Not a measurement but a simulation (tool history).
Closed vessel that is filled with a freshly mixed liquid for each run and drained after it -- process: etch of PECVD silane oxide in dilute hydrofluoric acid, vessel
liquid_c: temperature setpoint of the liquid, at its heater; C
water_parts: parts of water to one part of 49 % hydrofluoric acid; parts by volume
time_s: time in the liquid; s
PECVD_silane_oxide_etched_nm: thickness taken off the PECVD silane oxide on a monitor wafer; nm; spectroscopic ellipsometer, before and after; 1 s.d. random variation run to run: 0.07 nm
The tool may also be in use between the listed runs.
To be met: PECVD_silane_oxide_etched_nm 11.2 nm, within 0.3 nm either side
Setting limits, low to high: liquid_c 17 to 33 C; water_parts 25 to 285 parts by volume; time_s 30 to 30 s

| run | day | liquid_c | water_parts | time_s | PECVD_silane_oxide_etched_nm |
|---|---|---|---|---|---|
| 1 | 0 | 25 | 155 | 30 | 7.6995 |
| 2 | 0.058 | 27 | 150 | 30 | 8.8369 |
| 3 | 0.092 | 28.5 | 150 | 30 | 9.1323 |
| 4 | 0.354 | 28.5 | 200 | 30 | 6.4668 |
| 5 | 0.704 | 29.5 | 185 | 30 | 7.4588 |
| 6 | 0.938 | 30.5 | 175 | 30 | 8.2633 |
| 7 | 1.158 | 31 | 165 | 30 | 8.9253 |
|  | 1.262 | hydrofluoric acid flow meter replaced |
| 8 | 1.262 | 31.5 | 160 | 30 | 10.728 |

Exercise: of the 5 proposed moves below, exactly one satisfies all targets within the stated allowed misses. Which move is it?
| A | 1.367 | 28 | 140 | 30 | ? |
| B | 1.367 | 28.5 | 155 | 30 | ? |
| C | 1.367 | 32 | 170 | 30 | ? |
| D | 1.367 | 32 | 175 | 30 | ? |
| E | 1.367 | 27 | 145 | 30 | ? |

| move | PECVD_silane_oxide_etched_nm |
|---|---|
| A | 11.181 |
| B | 10.093 |
| C | 10.219 |
| D | 9.8613 |
| E | 10.337 |
A: hits every target within its allowed miss
B: the biggest miss grows against the last run
C: the biggest miss grows against the last run
D: the biggest miss grows against the last run
E: the biggest miss grows against the last run
So the answer is move A, the one that meets all the targets.
